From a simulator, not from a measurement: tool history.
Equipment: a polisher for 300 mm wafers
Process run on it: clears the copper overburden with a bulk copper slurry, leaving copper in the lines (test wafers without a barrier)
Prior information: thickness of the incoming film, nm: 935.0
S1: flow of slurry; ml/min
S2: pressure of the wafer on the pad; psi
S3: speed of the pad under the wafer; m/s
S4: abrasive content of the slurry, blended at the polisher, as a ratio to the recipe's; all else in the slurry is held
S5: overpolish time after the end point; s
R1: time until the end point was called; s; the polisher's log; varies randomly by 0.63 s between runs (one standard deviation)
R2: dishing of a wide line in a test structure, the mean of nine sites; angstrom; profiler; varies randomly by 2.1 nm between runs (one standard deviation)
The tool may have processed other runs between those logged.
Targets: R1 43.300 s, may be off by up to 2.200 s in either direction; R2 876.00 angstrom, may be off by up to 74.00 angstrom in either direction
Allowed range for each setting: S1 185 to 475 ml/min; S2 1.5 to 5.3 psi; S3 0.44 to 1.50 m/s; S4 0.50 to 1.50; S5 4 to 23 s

run  hour   S1   S2    S3    S4  S5      R1      R2
  1   0.0  305  3.4  0.96  1.00  12  82.310  624.88
  2   8.3  305  3.9  0.98  1.00  11  72.634  675.62
  3  16.7  305  3.6  0.98  1.00  11  76.403  644.04
  4  17.7  305  3.2  0.98  1.00  11  86.790  591.53
  5  18.7  305  3.8  1.02  1.00  10  72.197  653.09
  6  25.0  355  3.8  1.02  1.00  10  69.970  613.20
  7  30.4  360  4.2  1.06  1.00  10  60.351  665.73
  8  36.1  360  5.2  1.12  1.00  12  47.626  910.18
  9  42.5  360  5.2  1.12  1.00  12  49.199  882.57
 10  46.6  365  5.2  1.14  1.00  12  47.401  907.21
 11  50.6  370  5.2  1.16  1.00  12  47.051  930.95

Which of these 5 next moves meets every target?
  A  54.6  340  5.3  1.32  1.15   7   ?   ?
  B  54.6  430  5.0  1.34  0.90  10   ?   ?
  C  54.6  355  4.8  1.26  0.95  12   ?   ?
  D  54.6  280  4.5  1.30  1.05  15   ?   ?
  E  54.6  335  3.7  1.48  1.45  12   ?   ?

move      R1      R2
   A  39.668  774.08
   B  42.665  891.57
   C  46.824  922.77
   D  48.723  980.70
   E  49.161  869.72
A: takes the biggest miss from the last run beyond its target
B: every result lands within tolerance
C: moves toward the targets from the last run without getting all of them in spec
D: misses by more than the last run did
E: misses by more than the last run did
So the answer is move B, the one that meets all the targets.
